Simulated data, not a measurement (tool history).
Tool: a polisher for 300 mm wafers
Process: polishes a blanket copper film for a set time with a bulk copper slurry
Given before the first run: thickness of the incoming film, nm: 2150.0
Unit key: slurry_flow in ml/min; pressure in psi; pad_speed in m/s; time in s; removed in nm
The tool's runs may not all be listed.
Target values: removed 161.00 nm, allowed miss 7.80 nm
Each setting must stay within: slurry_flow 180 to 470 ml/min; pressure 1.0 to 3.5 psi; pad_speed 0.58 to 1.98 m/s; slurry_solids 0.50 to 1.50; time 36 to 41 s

Run 1, hour 0.0: slurry_flow 300 ml/min, pressure 2.2 psi, pad_speed 1.28 m/s, slurry_solids 1.00, time 41 s. Result: removed 351.97 nm.
Run 2, hour 6.5: slurry_flow 300 ml/min, pressure 2.2 psi, pad_speed 1.50 m/s, slurry_solids 1.00, time 41 s. Result: removed 393.55 nm.
Run 3, hour 13.9: slurry_flow 300 ml/min, pressure 2.2 psi, pad_speed 1.32 m/s, slurry_solids 1.00, time 41 s. Result: removed 354.62 nm.
Run 4, hour 22.1: slurry_flow 300 ml/min, pressure 1.9 psi, pad_speed 1.22 m/s, slurry_solids 1.00, time 41 s. Result: removed 287.10 nm.
Run 5, hour 25.2: slurry_flow 300 ml/min, pressure 1.7 psi, pad_speed 1.16 m/s, slurry_solids 1.00, time 41 s. Result: removed 244.03 nm.
Run 6, hour 27.6: slurry_flow 300 ml/min, pressure 2.2 psi, pad_speed 1.16 m/s, slurry_solids 1.00, time 41 s. Result: removed 307.03 nm.
Run 7, hour 29.6: slurry_flow 300 ml/min, pressure 1.6 psi, pad_speed 0.98 m/s, slurry_solids 1.00, time 41 s. Result: removed 195.55 nm.
Run 8, hour 31.3: slurry_flow 300 ml/min, pressure 1.5 psi, pad_speed 0.98 m/s, slurry_solids 1.00, time 41 s. Result: removed 185.72 nm.
Run 9, hour 34.3: slurry_flow 300 ml/min, pressure 1.4 psi, pad_speed 0.98 m/s, slurry_solids 1.00, time 41 s. Result: removed 169.39 nm.

5 next moves are on the table. One of them brings every result within its allowed miss. Which?
Run A, hour 37.3: slurry_flow 285 ml/min, pressure 1.3 psi, pad_speed 1.20 m/s, slurry_solids 0.95, time 38 s. Result: removed ?.
Run B, hour 37.3: slurry_flow 285 ml/min, pressure 1.4 psi, pad_speed 0.94 m/s, slurry_solids 1.00, time 41 s. Result: removed ?.
Run C, hour 37.3: slurry_flow 315 ml/min, pressure 1.4 psi, pad_speed 1.10 m/s, slurry_solids 1.00, time 40 s. Result: removed ?.
Run D, hour 37.3: slurry_flow 270 ml/min, pressure 1.3 psi, pad_speed 1.30 m/s, slurry_solids 1.05, time 36 s. Result: removed ?.
Run E, hour 37.3: slurry_flow 355 ml/min, pressure 1.7 psi, pad_speed 0.78 m/s, slurry_solids 1.25, time 41 s. Result: removed ?.

move  removed
   A   177.37
   B   164.07
   C   188.07
   D   184.41
   E   177.05
A: its largest miss is bigger than the last run's
B: all results in spec
C: its largest miss is bigger than the last run's
D: its largest miss is bigger than the last run's
E: its largest miss is bigger than the last run's
The move that meets every target is B.

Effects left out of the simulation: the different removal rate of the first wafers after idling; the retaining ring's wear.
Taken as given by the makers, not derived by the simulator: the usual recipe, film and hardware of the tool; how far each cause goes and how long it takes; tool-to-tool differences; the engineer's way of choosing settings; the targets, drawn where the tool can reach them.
